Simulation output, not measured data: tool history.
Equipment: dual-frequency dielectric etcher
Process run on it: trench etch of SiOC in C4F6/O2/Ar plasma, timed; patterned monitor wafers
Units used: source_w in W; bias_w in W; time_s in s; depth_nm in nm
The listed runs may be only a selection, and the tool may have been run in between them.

run,hour,source_w,bias_w,time_s,depth_nm
1,0,310,225,17.5,35.019
2,8.6,330,227,17.5,35.971
3,11,340,228,17.5,36.107
4,16.7,340,205,17.5,35.467
5,20,360,207,17.5,35.952
6,28.5,360,207,17.5,36.116
# hour 30.8: bias power generator calibrated
7,30.8,370,209,17.5,36.182

Expected results for the next run?
8,36.1,380,215,17.5,?

{"run 8": {"depth_nm": 36.623}}

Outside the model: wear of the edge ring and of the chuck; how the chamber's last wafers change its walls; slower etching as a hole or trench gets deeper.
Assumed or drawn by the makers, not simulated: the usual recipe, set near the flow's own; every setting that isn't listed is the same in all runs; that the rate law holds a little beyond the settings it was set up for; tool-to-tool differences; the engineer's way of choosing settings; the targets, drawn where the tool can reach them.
